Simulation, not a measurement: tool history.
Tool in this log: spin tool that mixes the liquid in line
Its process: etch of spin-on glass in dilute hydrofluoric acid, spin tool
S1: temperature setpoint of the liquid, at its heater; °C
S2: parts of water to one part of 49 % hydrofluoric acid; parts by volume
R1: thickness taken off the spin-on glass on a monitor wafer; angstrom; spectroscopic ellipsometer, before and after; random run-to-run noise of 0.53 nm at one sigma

run 1 hour=0.0 | S1=22.0 S2=75 time_under_the_liquid_(s)=50 | R1=299.75
run 2 hour=0.9 | S1=22.0 S2=75 time_under_the_liquid_(s)=50 | R1=302.32
run 3 hour=5.8 | S1=18.5 S2=75 time_under_the_liquid_(s)=50 | R1=263.62
run 4 hour=9.4 | S1=20.0 S2=75 time_under_the_liquid_(s)=50 | R1=277.30
run 5 hour=15.5 | S1=22.5 S2=65 time_under_the_liquid_(s)=50 | R1=359.53
run 6 hour=23.6 | S1=24.0 S2=60 time_under_the_liquid_(s)=50 | R1=420.02
run 7 hour=30.6 | S1=25.5 S2=55 time_under_the_liquid_(s)=50 | R1=481.87
run 8 hour=32.1 | S1=26.5 S2=55 time_under_the_liquid_(s)=50 | R1=499.69
run 9 hour=33.7 | S1=27.5 S2=55 time_under_the_liquid_(s)=50 | R1=523.41
run 10 hour=35.2 | S1=28.0 S2=55 time_under_the_liquid_(s)=50 | R1=533.34
run 11 hour=38.1 | S1=28.5 S2=55 time_under_the_liquid_(s)=50 | R1=551.02
run 12 hour=45.9 | S1=29.0 S2=55 time_under_the_liquid_(s)=50 | R1=560.74
run 13 hour=53.1 | S1=30.0 S2=45 time_under_the_liquid_(s)=50 | R1=724.25
run 14 hour=57.8 | S1=29.5 S2=45 time_under_the_liquid_(s)=50 | R1=710.56
run 15 hour=64.8 | S1=29.0 S2=45 time_under_the_liquid_(s)=50 | R1=696.42
run 16 hour=72.2 | S1=28.5 S2=45 time_under_the_liquid_(s)=50 | R1=681.49

Predict the results of run 17:
run 17 hour=77.3 | S1=28.0 S2=45 time_under_the_liquid_(s)=50 | R1=?

R1: 666.08 angstrom
